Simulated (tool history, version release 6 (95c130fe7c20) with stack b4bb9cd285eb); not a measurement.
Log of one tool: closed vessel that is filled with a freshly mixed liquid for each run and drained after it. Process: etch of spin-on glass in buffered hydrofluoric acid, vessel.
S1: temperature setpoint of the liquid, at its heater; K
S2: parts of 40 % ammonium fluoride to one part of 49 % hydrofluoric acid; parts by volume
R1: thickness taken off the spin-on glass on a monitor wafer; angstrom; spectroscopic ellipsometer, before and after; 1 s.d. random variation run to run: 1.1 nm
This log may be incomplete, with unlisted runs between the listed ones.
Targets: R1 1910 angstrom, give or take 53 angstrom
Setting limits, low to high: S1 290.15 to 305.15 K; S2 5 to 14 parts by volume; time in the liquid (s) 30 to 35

{"run": 1, "hour": 0.0, "S1": 297.15, "S2": 8.5, "time in the liquid (s)": 35, "R1": 1012}
{"run": 2, "hour": 2.1, "S1": 298.65, "S2": 8, "time in the liquid (s)": 35, "R1": 1184}
{"run": 3, "hour": 4.4, "S1": 298.65, "S2": 8, "time in the liquid (s)": 30, "R1": 1013.6}
{"run": 4, "hour": 13.6, "S1": 298.65, "S2": 9, "time in the liquid (s)": 30, "R1": 882.58}
{"run": 5, "hour": 14.6, "S1": 300.15, "S2": 8, "time in the liquid (s)": 30, "R1": 1090.3}
{"run": 6, "hour": 20.9, "S1": 301.15, "S2": 7.5, "time in the liquid (s)": 30, "R1": 1240.3}
{"run": 7, "hour": 28.1, "S1": 302.15, "S2": 7, "time in the liquid (s)": 30, "R1": 1394.7}
{"run": 8, "hour": 35.9, "S1": 302.65, "S2": 6.5, "time in the liquid (s)": 30, "R1": 1537.6}
{"run": 9, "hour": 41.3, "S1": 302.65, "S2": 6.5, "time in the liquid (s)": 30, "R1": 1532.3}
{"run": 10, "hour": 45.6, "S1": 305.15, "S2": 5.5, "time in the liquid (s)": 30, "R1": 2006.8}

Which one of the following 5 next-run settings gets every result inside its allowed miss? There is exactly one.
{"run": "A", "hour": 49.9, "S1": 305.15, "S2": 6, "time in the liquid (s)": 35, "R1": "?"}
{"run": "B", "hour": 49.9, "S1": 303.65, "S2": 5, "time in the liquid (s)": 30, "R1": "?"}
{"run": "C", "hour": 49.9, "S1": 305.15, "S2": 7, "time in the liquid (s)": 35, "R1": "?"}
{"run": "D", "hour": 49.9, "S1": 305.15, "S2": 6.5, "time in the liquid (s)": 35, "R1": "?"}
{"run": "E", "hour": 49.9, "S1": 301.15, "S2": 5, "time in the liquid (s)": 35, "R1": "?"}

move=A R1=2153.1
move=B R1=1991.3
move=C R1=1884.4
move=D R1=2009.3
move=E R1=2037.3
A: further off than the last run
B: nearer the targets than the last run, but a result is still out of spec
C: meets every target
D: no better and no worse than the last run
E: further off than the last run
So the answer is move C, the one that meets all the targets.

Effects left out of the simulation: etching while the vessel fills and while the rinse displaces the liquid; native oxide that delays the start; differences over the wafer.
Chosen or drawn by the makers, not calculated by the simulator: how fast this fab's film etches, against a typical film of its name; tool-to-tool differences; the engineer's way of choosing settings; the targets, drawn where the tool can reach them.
